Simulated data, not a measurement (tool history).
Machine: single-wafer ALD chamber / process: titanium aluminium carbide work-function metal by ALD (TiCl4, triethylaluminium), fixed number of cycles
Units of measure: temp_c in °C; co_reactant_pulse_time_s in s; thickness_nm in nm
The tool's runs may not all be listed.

run 1 day=0 | temp_c=300 co_reactant_pulse_time_s=12.98 | thickness_nm=2.0114
run 2 day=0.108 | temp_c=305 co_reactant_pulse_time_s=12.98 | thickness_nm=2.046
run 3 day=0.2 | temp_c=303 co_reactant_pulse_time_s=12.79 | thickness_nm=2.0297
run 4 day=0.512 | temp_c=301 co_reactant_pulse_time_s=12.64 | thickness_nm=2.0102
run 5 day=0.688 | temp_c=300 co_reactant_pulse_time_s=12.53 | thickness_nm=2.0053
run 6 day=0.871 | temp_c=299 co_reactant_pulse_time_s=12.41 | thickness_nm=1.9963

Run 7 comes next. What will it give?
run 7 day=0.921 | temp_c=298 co_reactant_pulse_time_s=12.3 | thickness_nm=?

thickness_nm: 1.9744 nm
